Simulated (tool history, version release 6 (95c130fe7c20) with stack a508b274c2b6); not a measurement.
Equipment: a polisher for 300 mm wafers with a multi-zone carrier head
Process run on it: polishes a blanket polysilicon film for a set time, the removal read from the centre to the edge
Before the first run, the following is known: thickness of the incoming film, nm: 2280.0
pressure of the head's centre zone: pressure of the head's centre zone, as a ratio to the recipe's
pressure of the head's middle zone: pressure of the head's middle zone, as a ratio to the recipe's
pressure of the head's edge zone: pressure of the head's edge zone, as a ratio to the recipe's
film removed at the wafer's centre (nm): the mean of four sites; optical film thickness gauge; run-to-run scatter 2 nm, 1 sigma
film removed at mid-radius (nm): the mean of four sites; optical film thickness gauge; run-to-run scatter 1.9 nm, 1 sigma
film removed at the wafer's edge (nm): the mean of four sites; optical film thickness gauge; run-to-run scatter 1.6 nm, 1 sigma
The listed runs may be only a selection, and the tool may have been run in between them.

run	hour	flow of slurry (ml/min)	pressure of the head's centre zone	pressure of the head's middle zone	pressure of the head's edge zone	polishing time (s)	film removed at the wafer's centre (nm)	film removed at mid-radius (nm)	film removed at the wafer's edge (nm)
1	0	170	1	1	1	32	288.23	284.6	293.94
2	8	165	0.98	0.98	0.97	27	233.02	233.85	238.36
3	15.7	165	0.98	1.04	0.97	27	232.46	246.31	239.96
4	21.2	165	0.89	1.04	0.97	27	209.92	246.09	236.58
5	24.1	165	0.89	1.04	1.05	27	214.65	247.45	246.48
6	28.3	160	0.91	1	1	24	191.15	209.44	215.26
7	29	160	0.92	0.98	0.96	22	178.82	193.11	195.62
8	36.4	155	0.93	0.95	0.93	21	169.04	175.77	178.49
9	39.5	145	0.93	0.94	0.92	21	167.44	169.37	178.73

For run 10, what comes out?
10	45.6	140	0.93	0.94	0.9	21	?	?	?

film removed at the wafer's centre (nm): 164.64
film removed at mid-radius (nm): 169.02
film removed at the wafer's edge (nm): 174.94
